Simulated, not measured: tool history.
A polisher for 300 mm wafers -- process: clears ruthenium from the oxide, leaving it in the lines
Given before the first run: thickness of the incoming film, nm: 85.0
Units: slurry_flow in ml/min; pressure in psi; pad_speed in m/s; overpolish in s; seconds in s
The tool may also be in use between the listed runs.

run  hour  slurry_flow  pressure  pad_speed  overpolish  seconds
  1   0.0          125       1.4       0.82          41   150.24
  2   4.6          125       1.8       0.82          41   115.55
  3   9.6          125       1.8       0.62          41   144.09
  4  15.7          130       1.9       0.66          41   127.33
  5  20.8          135       2.0       0.68          41   116.47
  6  29.5          150       2.0       0.68          41   116.79
  7  34.0          150       2.0       0.70          41   115.09

What will run 8 give?
  8  38.0          150       2.0       0.72          41        ?

Run 8 came out at seconds 116.79 s.
